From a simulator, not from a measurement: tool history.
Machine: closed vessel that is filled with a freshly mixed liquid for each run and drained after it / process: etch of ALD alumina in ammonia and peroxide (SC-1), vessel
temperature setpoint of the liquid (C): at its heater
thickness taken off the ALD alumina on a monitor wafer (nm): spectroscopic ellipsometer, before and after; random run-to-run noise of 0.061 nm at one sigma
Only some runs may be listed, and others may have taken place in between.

run,hour,temperature setpoint of the liquid (C),parts of 29 % ammonia solution to one part of 30 % peroxide (parts by volume),time in the liquid (s),thickness taken off the ALD alumina on a monitor wafer (nm)
1,0.0,50.0,0.65,185,9.9319
2,3.0,50.0,0.55,185,9.6985
3,8.8,45.5,0.55,185,7.5716
4,16.4,45.5,0.55,185,7.4497
5,22.3,49.0,0.55,185,9.1805
6,26.4,49.0,0.75,185,9.5750

For run 7, what comes out?
7,28.4,42.0,0.75,185,?

Run 7 produced thickness taken off the ALD alumina on a monitor wafer (nm) 6.3772.
